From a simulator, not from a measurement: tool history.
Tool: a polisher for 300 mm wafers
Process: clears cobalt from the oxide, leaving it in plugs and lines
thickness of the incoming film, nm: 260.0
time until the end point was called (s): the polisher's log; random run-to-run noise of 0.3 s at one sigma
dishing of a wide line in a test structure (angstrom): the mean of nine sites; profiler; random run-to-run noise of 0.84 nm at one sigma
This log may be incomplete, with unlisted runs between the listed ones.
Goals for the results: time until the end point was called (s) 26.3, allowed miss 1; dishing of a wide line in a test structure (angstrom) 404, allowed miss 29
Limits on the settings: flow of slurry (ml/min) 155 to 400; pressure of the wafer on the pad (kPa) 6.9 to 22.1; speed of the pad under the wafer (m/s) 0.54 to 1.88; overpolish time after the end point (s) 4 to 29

run	hour	flow of slurry (ml/min)	pressure of the wafer on the pad (kPa)	speed of the pad under the wafer (m/s)	overpolish time after the end point (s)	time until the end point was called (s)	dishing of a wide line in a test structure (angstrom)
1	0	255	14.5	1.2	15	40.809	377.81
2	1.7	255	15.2	1.2	15	40.259	374.85
3	8.4	255	15.2	0.9	15	49.865	335.54
4	16.9	255	15.9	0.94	15	45.111	365.91
5	24.1	255	15.9	1.2	15	37.29	394.95
6	27.1	255	15.9	1.2	19	37.255	413.97
7	33.4	255	15.9	1.2	19	37.924	405.34
8	39	255	16.5	1.2	18	36.421	402.44
9	42.7	255	17.2	1.2	17	34.45	399.25
10	46.4	255	17.9	1.2	17	33.387	408.13
11	48.3	255	18.6	1.2	16	32.07	408.2
12	55.7	255	19.3	1.2	15	30.532	403.7
13	58.4	255	20.7	1.2	14	28.711	392.97
14	62.5	255	21.4	1.2	14	27.958	398.89

Consider the 5 candidate settings below. Which is the only one whose results all fall within their allowed miss of target?
A	66.6	340	17.9	1.32	13	?	?
B	66.6	190	21.4	1.34	19	?	?
C	66.6	265	20.7	1.48	10	?	?
D	66.6	220	21.4	1.16	10	?	?
E	66.6	270	18.6	1.24	13	?	?

move	time until the end point was called (s)	dishing of a wide line in a test structure (angstrom)
A	30.718	384.76
B	27.058	411.7
C	24.683	380.33
D	30.126	360.17
E	31.882	381.53
A: the biggest miss grows against the last run
B: hits every target within its allowed miss
C: takes the result that was furthest off past its target
D: the biggest miss grows against the last run
E: the biggest miss grows against the last run
The move that meets every target is B.

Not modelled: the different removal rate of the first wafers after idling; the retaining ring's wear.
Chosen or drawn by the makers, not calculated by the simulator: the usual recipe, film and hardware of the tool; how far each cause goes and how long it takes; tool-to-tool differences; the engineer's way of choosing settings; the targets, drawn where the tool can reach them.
